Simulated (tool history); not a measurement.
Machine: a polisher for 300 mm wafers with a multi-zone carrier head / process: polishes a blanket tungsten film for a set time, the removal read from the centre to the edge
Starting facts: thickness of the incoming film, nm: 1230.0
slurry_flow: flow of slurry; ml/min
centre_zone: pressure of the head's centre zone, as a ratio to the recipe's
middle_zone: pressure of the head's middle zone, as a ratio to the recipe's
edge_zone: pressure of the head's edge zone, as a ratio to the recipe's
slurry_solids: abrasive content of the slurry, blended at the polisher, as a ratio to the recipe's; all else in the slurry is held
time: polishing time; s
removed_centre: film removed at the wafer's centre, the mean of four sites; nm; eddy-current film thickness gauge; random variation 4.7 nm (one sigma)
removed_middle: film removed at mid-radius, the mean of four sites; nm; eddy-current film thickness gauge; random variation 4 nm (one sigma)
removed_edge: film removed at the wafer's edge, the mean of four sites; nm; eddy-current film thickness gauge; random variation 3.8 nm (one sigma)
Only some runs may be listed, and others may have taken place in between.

| run | hour | slurry_flow | centre_zone | middle_zone | edge_zone | slurry_solids | time | removed_centre | removed_middle | removed_edge |
|---|---|---|---|---|---|---|---|---|---|---|
| 1 | 0.0 | 150 | 1.00 | 1.00 | 1.00 | 1.00 | 79 | 338.21 | 345.41 | 344.87 |
| 2 | 6.3 | 150 | 1.00 | 0.94 | 1.00 | 1.00 | 79 | 331.90 | 323.34 | 337.73 |
| 3 | 12.8 | 150 | 1.00 | 0.94 | 0.96 | 1.00 | 79 | 333.59 | 325.83 | 332.44 |
| 4 | 18.2 | 165 | 0.99 | 1.01 | 1.02 | 1.10 | 79 | 348.30 | 356.91 | 354.78 |
| 5 | 22.0 | 165 | 0.99 | 1.01 | 1.02 | 0.90 | 79 | 340.49 | 341.01 | 344.16 |
| 6 | 23.4 | 165 | 1.03 | 1.01 | 1.02 | 0.90 | 79 | 345.80 | 337.73 | 339.49 |
| 7 | 24.1 | 170 | 1.00 | 1.06 | 1.07 | 1.00 | 80 | 354.05 | 360.49 | 367.55 |
| 8 | 31.5 | 175 | 0.98 | 1.10 | 1.09 | 1.10 | 81 | 357.44 | 389.84 | 378.36 |

Run 9 has not been measured yet. What should we expect?
| 9 | 38.2 | 180 | 0.97 | 1.12 | 1.12 | 1.15 | 81 | ? | ? | ? |

Run 9 yielded removed_centre 360.85 nm, removed_middle 404.63 nm, removed_edge 390.65 nm.
